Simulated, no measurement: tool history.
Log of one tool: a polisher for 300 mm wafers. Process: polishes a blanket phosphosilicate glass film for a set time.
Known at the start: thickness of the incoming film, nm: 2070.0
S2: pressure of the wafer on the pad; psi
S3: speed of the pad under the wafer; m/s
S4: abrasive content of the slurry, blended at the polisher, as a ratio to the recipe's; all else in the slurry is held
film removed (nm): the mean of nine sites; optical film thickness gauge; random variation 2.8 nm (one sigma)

{"run": 1, "day": 0.0, "flow of slurry (ml/min)": 300, "S2": 3.2, "S3": 1.26, "S4": 1.0, "polishing time (s)": 90, "film removed (nm)": 802.08}
{"run": 2, "day": 0.275, "flow of slurry (ml/min)": 300, "S2": 3.2, "S3": 1.26, "S4": 1.2, "polishing time (s)": 90, "film removed (nm)": 862.75}
{"run": 3, "day": 0.592, "flow of slurry (ml/min)": 295, "S2": 2.7, "S3": 1.24, "S4": 1.2, "polishing time (s)": 90, "film removed (nm)": 754.51}
{"run": 4, "day": 0.667, "flow of slurry (ml/min)": 295, "S2": 2.7, "S3": 1.24, "S4": 1.2, "polishing time (s)": 94, "film removed (nm)": 791.43}
{"run": 5, "day": 0.967, "flow of slurry (ml/min)": 295, "S2": 2.4, "S3": 1.16, "S4": 1.2, "polishing time (s)": 94, "film removed (nm)": 697.81}
{"run": 6, "day": 1.179, "flow of slurry (ml/min)": 295, "S2": 2.4, "S3": 1.16, "S4": 1.05, "polishing time (s)": 94, "film removed (nm)": 665.62}
{"run": 7, "day": 1.458, "flow of slurry (ml/min)": 295, "S2": 2.1, "S3": 1.12, "S4": 1.05, "polishing time (s)": 94, "film removed (nm)": 602.78}

Run 8 comes next. What will it give?
{"run": 8, "day": 1.783, "flow of slurry (ml/min)": 295, "S2": 1.9, "S3": 1.08, "S4": 1.05, "polishing time (s)": 94, "film removed (nm)": "?"}

{"run 8": {"film removed (nm)": 547.08}}
